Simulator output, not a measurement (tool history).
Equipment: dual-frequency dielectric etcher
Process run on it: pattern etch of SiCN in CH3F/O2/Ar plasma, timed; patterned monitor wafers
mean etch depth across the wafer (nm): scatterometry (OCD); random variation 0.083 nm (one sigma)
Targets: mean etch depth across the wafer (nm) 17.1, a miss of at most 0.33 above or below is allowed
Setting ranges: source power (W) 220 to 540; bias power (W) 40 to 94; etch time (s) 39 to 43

run	day	source power (W)	bias power (W)	etch time (s)	mean etch depth across the wafer (nm)
1	0	380	67	43	14.93
2	0.112	380	67	39	13.33
3	0.225	380	67	39	13.375
4	0.442	380	73	39	13.892
5	0.5	410	76	39	14.407
6	0.592	430	79	39.5	15.054
7	0.946	450	81	39.5	15.309
8	1.071	530	94	40.5	17.487

Pick the move, out of 5, that brings all results within their allowed miss; only one does.
A	1.196	540	94	41	?
B	1.196	530	93	41.5	?
C	1.196	530	94	41.5	?
D	1.196	470	94	41.5	?
E	1.196	490	94	42.5	?

move	mean etch depth across the wafer (nm)
A	17.849
B	17.882
C	17.94
D	17.151
E	17.84
A: lands further from the targets than the last run did
B: lands further from the targets than the last run did
C: lands further from the targets than the last run did
D: hits every target within its allowed miss
E: lands further from the targets than the last run did
Go with D: it meets all targets.
